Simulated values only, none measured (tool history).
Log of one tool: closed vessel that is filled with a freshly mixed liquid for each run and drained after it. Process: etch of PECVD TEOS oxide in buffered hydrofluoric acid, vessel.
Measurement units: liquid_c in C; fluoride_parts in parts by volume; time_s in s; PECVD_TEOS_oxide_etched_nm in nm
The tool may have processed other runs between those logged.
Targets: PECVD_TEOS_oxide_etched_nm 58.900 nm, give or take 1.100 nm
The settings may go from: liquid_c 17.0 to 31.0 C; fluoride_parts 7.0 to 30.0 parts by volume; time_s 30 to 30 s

run,day,liquid_c,fluoride_parts,time_s,PECVD_TEOS_oxide_etched_nm
1,0.000,23.0,20.0,30,33.900
2,0.096,19.5,20.0,30,28.253
3,0.396,18.0,20.0,30,25.900
4,0.575,21.0,19.5,30,31.641
5,0.912,23.5,19.0,30,37.074
6,1.179,23.5,19.0,30,37.259
7,1.500,25.5,19.0,30,41.277
8,1.521,27.0,18.5,30,45.782
9,1.671,27.0,18.5,30,46.004
10,1.946,28.0,18.5,30,48.777
11,2.300,28.5,18.5,30,49.665
12,2.667,29.0,18.5,30,50.897

Exercise: of the 4 proposed moves below, exactly one satisfies all targets within the stated allowed misses. Which move is it?
A,3.033,30.5,16.5,30,?
B,3.033,27.5,20.0,30,?
C,3.033,30.0,17.0,30,?
D,3.033,31.0,20.0,30,?

move,PECVD_TEOS_oxide_etched_nm
A,61.876
B,43.683
C,58.530
D,52.588
A: pushes the last run's worst result past its target
B: the biggest miss grows against the last run
C: all results in spec
D: nearer the targets than the last run, but a result is still out of spec
Move C is the one to make.
